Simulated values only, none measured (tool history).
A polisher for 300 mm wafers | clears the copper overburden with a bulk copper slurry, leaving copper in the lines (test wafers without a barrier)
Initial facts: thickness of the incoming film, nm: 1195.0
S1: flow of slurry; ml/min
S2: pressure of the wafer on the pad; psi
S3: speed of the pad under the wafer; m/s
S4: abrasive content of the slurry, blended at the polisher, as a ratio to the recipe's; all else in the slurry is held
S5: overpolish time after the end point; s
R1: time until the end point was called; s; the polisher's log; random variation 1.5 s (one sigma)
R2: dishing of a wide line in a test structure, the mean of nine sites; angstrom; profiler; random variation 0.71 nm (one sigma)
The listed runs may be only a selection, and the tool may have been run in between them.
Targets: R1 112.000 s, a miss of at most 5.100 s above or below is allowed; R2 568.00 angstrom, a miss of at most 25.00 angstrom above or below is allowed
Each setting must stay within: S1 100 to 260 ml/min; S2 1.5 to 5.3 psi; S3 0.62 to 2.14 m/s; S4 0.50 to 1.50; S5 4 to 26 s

run 1 hour=0.0 | S1=165 S2=3.4 S3=1.38 S4=1.00 S5=13 | R1=63.559 R2=649.35
run 2 hour=8.4 | S1=165 S2=3.1 S3=1.36 S4=1.00 S5=14 | R1=68.944 R2=648.65
run 3 hour=16.1 | S1=150 S2=3.1 S3=1.36 S4=1.00 S5=14 | R1=70.467 R2=662.85
run 4 hour=21.2 | S1=150 S2=2.4 S3=1.36 S4=1.00 S5=14 | R1=83.071 R2=598.04
run 5 hour=25.2 | S1=150 S2=2.3 S3=1.34 S4=1.00 S5=15 | R1=86.183 R2=598.85
run 6 hour=29.9 | S1=180 S2=2.3 S3=1.34 S4=1.00 S5=15 | R1=84.556 R2=617.60
run 7 hour=36.0 | S1=180 S2=2.3 S3=1.34 S4=1.00 S5=15 | R1=83.342 R2=607.39
run 8 hour=44.0 | S1=175 S2=2.2 S3=1.32 S4=1.00 S5=15 | R1=85.618 R2=598.79
run 9 hour=50.0 | S1=170 S2=2.1 S3=1.30 S4=1.00 S5=15 | R1=92.133 R2=577.99
run 10 hour=53.9 | S1=165 S2=2.0 S3=1.30 S4=1.00 S5=16 | R1=94.347 R2=595.11

4 candidate next runs follow, results not yet known. Just one meets every target within its allowed miss. Identify it.
run A hour=57.8 | S1=200 S2=1.5 S3=1.34 S4=1.20 S5=18 | R1=? R2=?
run B hour=57.8 | S1=150 S2=1.5 S3=1.32 S4=1.00 S5=13 | R1=? R2=?
run C hour=57.8 | S1=155 S2=3.1 S3=0.84 S4=0.85 S5=15 | R1=? R2=?
run D hour=57.8 | S1=145 S2=1.5 S3=1.10 S4=1.15 S5=15 | R1=? R2=?

move=A R1=100.430 R2=561.86
move=B R1=111.280 R2=492.12
move=C R1=111.040 R2=560.86
move=D R1=127.160 R2=494.00
A: closes in on the targets versus the last run, not all within tolerance yet
B: the worst result of the last run now meets its target, but another is out of spec
C: every result within its allowed miss
D: moves the result that the last run missed by most past its target, out the other side
C is the move that brings every result within its allowed miss.
